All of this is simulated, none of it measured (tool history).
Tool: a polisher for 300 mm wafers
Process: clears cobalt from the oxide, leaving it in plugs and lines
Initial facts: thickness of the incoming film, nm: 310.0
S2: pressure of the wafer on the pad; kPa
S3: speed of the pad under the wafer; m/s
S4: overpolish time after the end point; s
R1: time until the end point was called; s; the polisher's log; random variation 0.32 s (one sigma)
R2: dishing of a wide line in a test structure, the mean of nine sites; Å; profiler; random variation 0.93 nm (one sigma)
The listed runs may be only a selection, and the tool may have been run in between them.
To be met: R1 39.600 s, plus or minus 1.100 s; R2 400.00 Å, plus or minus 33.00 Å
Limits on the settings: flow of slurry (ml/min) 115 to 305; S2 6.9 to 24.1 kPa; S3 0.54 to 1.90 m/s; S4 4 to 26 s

Run 1, hour 0.0: flow of slurry (ml/min) 195, S2 15.2 kPa, S3 1.22 m/s, S4 13 s. Result: R1 49.834 s, R2 393.86 Å.
Run 2, hour 2.5: flow of slurry (ml/min) 200, S2 15.2 kPa, S3 1.22 m/s, S4 13 s. Result: R1 49.828 s, R2 383.95 Å.
Run 3, hour 7.0: flow of slurry (ml/min) 200, S2 15.2 kPa, S3 1.22 m/s, S4 11 s. Result: R1 49.499 s, R2 374.98 Å.
Run 4, hour 15.3: flow of slurry (ml/min) 200, S2 11.7 kPa, S3 1.22 m/s, S4 11 s. Result: R1 61.699 s, R2 330.73 Å.
Run 5, hour 21.6: flow of slurry (ml/min) 200, S2 9.7 kPa, S3 1.22 m/s, S4 11 s. Result: R1 73.486 s, R2 292.48 Å.
Run 6, hour 29.2: flow of slurry (ml/min) 205, S2 10.3 kPa, S3 1.22 m/s, S4 11 s. Result: R1 69.629 s, R2 304.96 Å.
Run 7, hour 36.5: flow of slurry (ml/min) 205, S2 11.0 kPa, S3 1.22 m/s, S4 11 s. Result: R1 64.864 s, R2 310.73 Å.
Run 8, hour 38.5: flow of slurry (ml/min) 210, S2 11.7 kPa, S3 1.22 m/s, S4 11 s. Result: R1 61.740 s, R2 315.77 Å.
Run 9, hour 44.0: flow of slurry (ml/min) 215, S2 12.4 kPa, S3 1.22 m/s, S4 11 s. Result: R1 58.977 s, R2 348.91 Å.
Run 10, hour 52.8: flow of slurry (ml/min) 215, S2 13.1 kPa, S3 1.22 m/s, S4 10 s. Result: R1 56.558 s, R2 319.94 Å.
At hour 61.8: head pressure recalibrated.
Run 11, hour 61.8: flow of slurry (ml/min) 215, S2 13.8 kPa, S3 1.22 m/s, S4 10 s. Result: R1 57.945 s, R2 333.64 Å.
Run 12, hour 64.9: flow of slurry (ml/min) 245, S2 17.9 kPa, S3 1.26 m/s, S4 6 s. Result: R1 45.074 s, R2 283.92 Å.
Run 13, hour 67.0: flow of slurry (ml/min) 240, S2 17.9 kPa, S3 1.26 m/s, S4 7 s. Result: R1 44.637 s, R2 299.42 Å.
Run 14, hour 74.6: flow of slurry (ml/min) 235, S2 17.9 kPa, S3 1.26 m/s, S4 7 s. Result: R1 44.745 s, R2 310.18 Å.

Which of these 5 next moves meets every target?
Run A, hour 82.2: flow of slurry (ml/min) 170, S2 16.5 kPa, S3 1.10 m/s, S4 19 s. Result: R1 ?, R2 ?.
Run B, hour 82.2: flow of slurry (ml/min) 135, S2 18.6 kPa, S3 1.64 m/s, S4 12 s. Result: R1 ?, R2 ?.
Run C, hour 82.2: flow of slurry (ml/min) 175, S2 17.9 kPa, S3 1.46 m/s, S4 11 s. Result: R1 ?, R2 ?.
Run D, hour 82.2: flow of slurry (ml/min) 280, S2 14.5 kPa, S3 1.22 m/s, S4 8 s. Result: R1 ?, R2 ?.
Run E, hour 82.2: flow of slurry (ml/min) 165, S2 17.9 kPa, S3 1.10 m/s, S4 20 s. Result: R1 ?, R2 ?.

move      R1      R2
   A  56.436  414.84
   B  35.438  413.99
   C  39.847  390.98
   D  54.581  293.98
   E  52.793  425.67
A: the biggest miss grows against the last run
B: carries the result that was furthest off beyond its target, to the other side
C: hits every target within its allowed miss
D: the biggest miss grows against the last run
E: the biggest miss grows against the last run
So the answer is move C, the one that meets all the targets.
